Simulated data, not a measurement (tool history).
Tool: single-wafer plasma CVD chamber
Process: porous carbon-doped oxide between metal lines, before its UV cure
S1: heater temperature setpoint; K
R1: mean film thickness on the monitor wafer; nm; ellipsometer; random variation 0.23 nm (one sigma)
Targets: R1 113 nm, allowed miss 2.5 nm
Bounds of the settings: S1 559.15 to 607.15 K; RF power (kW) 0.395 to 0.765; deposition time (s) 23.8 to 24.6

Run 1, hour 0: S1 583.15 K, RF power (kW) 0.58, deposition time (s) 23.8. Result: R1 138.11 nm.
Run 2, hour 7.9: S1 573.15 K, RF power (kW) 0.58, deposition time (s) 23.8. Result: R1 144.66 nm.
Run 3, hour 13.2: S1 573.15 K, RF power (kW) 0.58, deposition time (s) 24.6. Result: R1 149.02 nm.
Run 4, hour 19.4: S1 576.15 K, RF power (kW) 0.555, deposition time (s) 24.5. Result: R1 143.37 nm.
Run 5, hour 19.9: S1 579.15 K, RF power (kW) 0.535, deposition time (s) 24.4. Result: R1 137.93 nm.
Run 6, hour 28.1: S1 582.15 K, RF power (kW) 0.52, deposition time (s) 24.3. Result: R1 133.63 nm.
Run 7, hour 33.9: S1 584.15 K, RF power (kW) 0.505, deposition time (s) 24.3. Result: R1 130.09 nm.
Run 8, hour 41.4: S1 586.15 K, RF power (kW) 0.495, deposition time (s) 24.3. Result: R1 127.84 nm.

5 next moves are on the table. One of them brings every result within its allowed miss. Which?
Run A, hour 48.9: S1 592.15 K, RF power (kW) 0.395, deposition time (s) 23.8. Result: R1 ?.
Run B, hour 48.9: S1 592.15 K, RF power (kW) 0.43, deposition time (s) 23.8. Result: R1 ?.
Run C, hour 48.9: S1 587.15 K, RF power (kW) 0.445, deposition time (s) 23.8. Result: R1 ?.
Run D, hour 48.9: S1 590.15 K, RF power (kW) 0.475, deposition time (s) 23.8. Result: R1 ?.
Run E, hour 48.9: S1 599.15 K, RF power (kW) 0.415, deposition time (s) 23.8. Result: R1 ?.

move      R1
   A  108.74
   B  113.68
   C  118.25
   D  120.44
   E  108.32
A: takes the result that was furthest off past its target
B: meets every target
C: nearer than the last run, and not there yet
D: nearer than the last run, and not there yet
E: takes the result that was furthest off past its target
Answer: B
